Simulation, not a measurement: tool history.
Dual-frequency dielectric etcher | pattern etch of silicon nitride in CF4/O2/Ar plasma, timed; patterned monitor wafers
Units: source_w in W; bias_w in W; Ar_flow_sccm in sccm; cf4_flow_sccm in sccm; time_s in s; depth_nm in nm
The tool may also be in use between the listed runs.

run  hour  source_w  bias_w  Ar_flow_sccm  cf4_flow_sccm  time_s  depth_nm
  1     0       670      48            85             74    22.5    51.198
  2   3.3       730      48            85             74    22.5     55.22
  3   4.5       730      52            85             74    22.5    56.483
  4   6.6       710      52            85             74    22.5    55.079
  5  11.1       710      52            85             74    23.5    57.675
  6  16.9       690      52            85             74    23.5    56.279
  7  20.2       670      52            85             74    23.5    55.165
  8    24       650      52            85             74    23.5    53.544
  9  31.6       630      52            85             74    23.5    52.282
 10  32.5       620      52            85             74    23.5    51.432
 11  37.9       610      52            85             74    23.5    50.573
 12  41.9       600      52            85             74    23.5     50.04
     49.4  -- Ar flow controller replaced
 13  49.4       590      52            85             74    23.5    49.157

The next listed run, before its measurement:
 14  54.9       580      52            85             74    23.5         ?

Run 14 gave depth_nm 48.556 nm.

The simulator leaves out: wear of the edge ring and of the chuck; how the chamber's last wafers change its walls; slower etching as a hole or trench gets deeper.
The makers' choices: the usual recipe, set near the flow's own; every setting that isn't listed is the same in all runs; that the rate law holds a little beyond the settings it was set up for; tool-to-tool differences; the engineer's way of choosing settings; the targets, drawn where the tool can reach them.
